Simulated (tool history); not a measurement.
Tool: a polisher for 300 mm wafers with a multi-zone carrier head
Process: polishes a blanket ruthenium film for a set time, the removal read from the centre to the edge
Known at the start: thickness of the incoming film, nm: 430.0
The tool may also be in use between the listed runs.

run,hour,flow of slurry (ml/min),pressure of the head's centre zone,pressure of the head's middle zone,pressure of the head's edge zone,polishing time (s),film removed at the wafer's centre (Å),film removed at mid-radius (Å),film removed at the wafer's edge (Å)
1,0,125,1,1,1,52,541.56,548.87,537.55
2,7.6,115,0.95,0.98,0.99,51,496.14,519.65,520.35
3,13.3,105,0.92,0.97,0.99,51,468,500.2,506.37
4,21.9,105,1,0.97,0.99,51,505.37,494.88,519.07
5,28.3,95,0.96,0.97,1,51,471.67,479.09,492.3
6,32.7,95,0.96,0.97,0.95,51,463.62,483.96,485.33
7,40.4,90,0.92,0.97,0.97,51,440.45,467.77,490.9

Run 8 comes next. What will it give?
8,41.6,90,0.9,0.98,0.97,51,?,?,?

Run 8 gave film removed at the wafer's centre (Å) 440.59, film removed at mid-radius (Å) 477.3, film removed at the wafer's edge (Å) 484.55.
